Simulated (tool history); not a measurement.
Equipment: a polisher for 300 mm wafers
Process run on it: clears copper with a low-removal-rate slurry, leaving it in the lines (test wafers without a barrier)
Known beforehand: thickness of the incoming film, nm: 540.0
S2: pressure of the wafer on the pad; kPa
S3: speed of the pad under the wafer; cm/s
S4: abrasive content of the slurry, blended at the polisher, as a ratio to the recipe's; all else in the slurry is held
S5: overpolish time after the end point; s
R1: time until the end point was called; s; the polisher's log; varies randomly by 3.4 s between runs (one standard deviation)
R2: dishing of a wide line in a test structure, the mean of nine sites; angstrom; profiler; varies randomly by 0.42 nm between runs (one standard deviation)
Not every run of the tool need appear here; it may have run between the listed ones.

Run 1, hour 0: flow of slurry (ml/min) 165, S2 20.7 kPa, S3 124 cm/s, S4 1, S5 9 s. Result: R1 145.13 s, R2 221.07 angstrom.
Run 2, hour 7.5: flow of slurry (ml/min) 165, S2 20.7 kPa, S3 124 cm/s, S4 1.1, S5 9 s. Result: R1 140.75 s, R2 223.05 angstrom.
Run 3, hour 12.5: flow of slurry (ml/min) 165, S2 20.7 kPa, S3 124 cm/s, S4 1.2, S5 9 s. Result: R1 138.49 s, R2 229.35 angstrom.
Run 4, hour 13.7: flow of slurry (ml/min) 165, S2 15.9 kPa, S3 124 cm/s, S4 1.2, S5 9 s. Result: R1 181.58 s, R2 179.72 angstrom.
Run 5, hour 20.3: flow of slurry (ml/min) 165, S2 15.9 kPa, S3 138 cm/s, S4 1.2, S5 9 s. Result: R1 165.47 s, R2 197.1 angstrom.
Run 6, hour 28.3: flow of slurry (ml/min) 165, S2 15.9 kPa, S3 138 cm/s, S4 1.2, S5 11 s. Result: R1 164.82 s, R2 225.82 angstrom.
Run 7, hour 32.4: flow of slurry (ml/min) 150, S2 10.3 kPa, S3 116 cm/s, S4 1.2, S5 15 s. Result: R1 282.57 s, R2 184.84 angstrom.

Run 8, settings as shown, results not yet in. Your forecast:
Run 8, hour 38.7: flow of slurry (ml/min) 155, S2 10.3 kPa, S3 116 cm/s, S4 1.2, S5 15 s. Result: R1 ?, R2 ?.

R1: 288.15 s
R2: 182.87 angstrom

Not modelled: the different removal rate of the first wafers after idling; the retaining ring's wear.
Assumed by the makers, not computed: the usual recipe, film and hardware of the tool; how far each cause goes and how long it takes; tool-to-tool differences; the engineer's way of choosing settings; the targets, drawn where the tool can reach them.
